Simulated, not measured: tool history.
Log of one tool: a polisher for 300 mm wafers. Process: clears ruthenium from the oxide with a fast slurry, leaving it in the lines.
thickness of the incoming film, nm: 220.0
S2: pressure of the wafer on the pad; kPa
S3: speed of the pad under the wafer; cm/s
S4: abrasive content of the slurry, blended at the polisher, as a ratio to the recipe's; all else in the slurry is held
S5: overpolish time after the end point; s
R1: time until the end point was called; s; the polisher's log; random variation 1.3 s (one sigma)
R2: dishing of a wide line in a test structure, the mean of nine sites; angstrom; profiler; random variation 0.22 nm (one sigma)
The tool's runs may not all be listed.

run 1 hour=0.0 | flow_of_slurry_(ml/min)=270 S2=13.1 S3=82 S4=1.00 S5=9 | R1=100.460 R2=156.83
run 2 hour=7.1 | flow_of_slurry_(ml/min)=270 S2=12.4 S3=82 S4=1.00 S5=8 | R1=106.000 R2=140.43
run 3 hour=9.2 | flow_of_slurry_(ml/min)=270 S2=15.2 S3=82 S4=1.00 S5=8 | R1=88.812 R2=155.79
run 4 hour=14.5 | flow_of_slurry_(ml/min)=270 S2=16.5 S3=82 S4=1.00 S5=8 | R1=82.919 R2=166.25
run 5 hour=18.3 | flow_of_slurry_(ml/min)=270 S2=16.5 S3=82 S4=1.15 S5=8 | R1=81.228 R2=175.77
run 6 hour=22.0 | flow_of_slurry_(ml/min)=265 S2=14.5 S3=82 S4=1.15 S5=7 | R1=87.073 R2=137.45
run 7 hour=28.8 | flow_of_slurry_(ml/min)=265 S2=12.4 S3=82 S4=1.15 S5=7 | R1=99.525 R2=118.87
run 8 hour=36.1 | flow_of_slurry_(ml/min)=265 S2=11.0 S3=82 S4=1.15 S5=7 | R1=109.350 R2=116.47
run 9 hour=39.1 | flow_of_slurry_(ml/min)=265 S2=10.3 S3=82 S4=1.15 S5=7 | R1=114.080 R2=110.34

Run 10 comes next. What will it give?
run 10 hour=47.2 | flow_of_slurry_(ml/min)=265 S2=9.7 S3=82 S4=1.15 S5=7 | R1=? R2=?

{"run 10": {"R1": 122.84, "R2": 102.0}}
